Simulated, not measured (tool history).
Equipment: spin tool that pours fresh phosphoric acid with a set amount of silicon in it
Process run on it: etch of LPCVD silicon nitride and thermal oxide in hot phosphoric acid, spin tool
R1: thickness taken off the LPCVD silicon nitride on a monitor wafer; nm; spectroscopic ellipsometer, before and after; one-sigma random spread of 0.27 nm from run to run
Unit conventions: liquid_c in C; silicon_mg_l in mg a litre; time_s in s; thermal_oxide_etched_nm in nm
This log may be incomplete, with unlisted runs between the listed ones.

Run 1, hour 0.0: liquid_c 161.0 C, silicon_mg_l 11.0 mg a litre, time_s 180 s. Result: R1 15.716 nm, thermal_oxide_etched_nm 0.43150 nm.
Run 2, hour 3.9: liquid_c 161.5 C, silicon_mg_l 13.0 mg a litre, time_s 200 s. Result: R1 17.869 nm, thermal_oxide_etched_nm 0.45590 nm.
Run 3, hour 9.4: liquid_c 161.5 C, silicon_mg_l 19.5 mg a litre, time_s 200 s. Result: R1 17.672 nm, thermal_oxide_etched_nm 0.34837 nm.
Run 4, hour 18.3: liquid_c 162.0 C, silicon_mg_l 19.0 mg a litre, time_s 215 s. Result: R1 19.634 nm, thermal_oxide_etched_nm 0.42910 nm.
Run 5, hour 25.2: liquid_c 164.0 C, silicon_mg_l 19.0 mg a litre, time_s 215 s. Result: R1 20.738 nm, thermal_oxide_etched_nm 0.53742 nm.
Run 6, hour 30.8: liquid_c 164.0 C, silicon_mg_l 22.5 mg a litre, time_s 215 s. Result: R1 21.155 nm, thermal_oxide_etched_nm 0.47124 nm.
Run 7, hour 34.2: liquid_c 165.5 C, silicon_mg_l 22.5 mg a litre, time_s 270 s. Result: R1 27.465 nm, thermal_oxide_etched_nm 0.71029 nm.

The next listed run, before its measurement:
Run 8, hour 39.6: liquid_c 165.5 C, silicon_mg_l 23.0 mg a litre, time_s 270 s. Result: R1 ?, thermal_oxide_etched_nm ?.

R1: 27.036 nm
thermal_oxide_etched_nm: 0.65889 nm
